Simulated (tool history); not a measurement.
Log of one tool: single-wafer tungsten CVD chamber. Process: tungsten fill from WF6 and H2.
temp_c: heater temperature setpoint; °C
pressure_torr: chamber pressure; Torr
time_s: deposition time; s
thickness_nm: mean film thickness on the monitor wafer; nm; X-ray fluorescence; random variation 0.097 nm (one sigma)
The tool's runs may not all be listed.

| run | day | temp_c | pressure_torr | time_s | thickness_nm |
|---|---|---|---|---|---|
| 1 | 0 | 395 | 47.1 | 8.2 | 26.394 |
| 2 | 0.358 | 399 | 47.1 | 8.2 | 28.171 |
| 3 | 0.638 | 402 | 47.1 | 8.2 | 29.664 |
| 4 | 0.758 | 402 | 47.1 | 7.8 | 28.325 |
| 5 | 0.921 | 405 | 47.2 | 7.8 | 29.623 |
| 6 | 1.042 | 407 | 47.2 | 7.8 | 30.56 |
| 7 | 1.121 | 409 | 47.2 | 7.8 | 31.473 |

The next listed run, before its measurement:
| 8 | 1.35 | 410 | 47.2 | 7.8 | ? |

thickness_nm: 31.99 nm

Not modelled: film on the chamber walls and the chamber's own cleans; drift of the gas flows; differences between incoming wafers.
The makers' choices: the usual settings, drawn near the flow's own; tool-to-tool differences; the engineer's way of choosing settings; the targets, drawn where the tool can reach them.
